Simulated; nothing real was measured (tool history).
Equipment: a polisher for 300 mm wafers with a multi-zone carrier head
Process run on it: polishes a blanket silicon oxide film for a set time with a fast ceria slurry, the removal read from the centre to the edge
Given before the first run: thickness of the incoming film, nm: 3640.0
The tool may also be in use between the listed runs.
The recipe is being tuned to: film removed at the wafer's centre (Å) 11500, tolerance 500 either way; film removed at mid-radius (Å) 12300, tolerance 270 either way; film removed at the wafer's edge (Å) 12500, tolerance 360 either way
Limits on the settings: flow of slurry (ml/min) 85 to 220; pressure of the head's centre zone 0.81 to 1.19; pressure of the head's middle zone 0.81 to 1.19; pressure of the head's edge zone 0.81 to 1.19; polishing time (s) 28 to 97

run	day	flow of slurry (ml/min)	pressure of the head's centre zone	pressure of the head's middle zone	pressure of the head's edge zone	polishing time (s)	film removed at the wafer's centre (Å)	film removed at mid-radius (Å)	film removed at the wafer's edge (Å)
1	0.000	140	1.00	1.00	1.00	62	14550	14466	13965
2	0.358	140	1.00	1.00	0.95	62	14343	14263	13772
3	0.454	140	1.00	1.00	0.98	62	14566	14303	13805
4	0.754	135	0.99	0.99	0.97	62	14198	14135	13872
5	0.938	130	0.98	0.99	0.96	61	13826	13831	13285
6	0.983	130	0.98	0.99	0.96	55	12175	12401	12047
7	1.004	130	0.97	0.99	0.97	55	12329	12545	12239
8	1.333	130	0.96	0.99	0.98	55	12037	12262	12304

Pick the move, out of 4, that brings all results within their allowed miss; only one does.
A	1.662	115	0.91	0.95	0.98	58	?	?	?
B	1.662	150	1.06	1.03	0.95	52	?	?	?
C	1.662	110	0.99	0.93	0.95	58	?	?	?
D	1.662	130	0.99	0.92	0.91	56	?	?	?

move	film removed at the wafer's centre (Å)	film removed at mid-radius (Å)	film removed at the wafer's edge (Å)
A	11804	12310	12579
B	13281	12389	11655
C	12662	11986	12328
D	12867	12024	12092
A: hits every target within its allowed miss
B: the biggest miss grows against the last run
C: the biggest miss grows against the last run
D: the biggest miss grows against the last run
Go with A: it meets all targets.
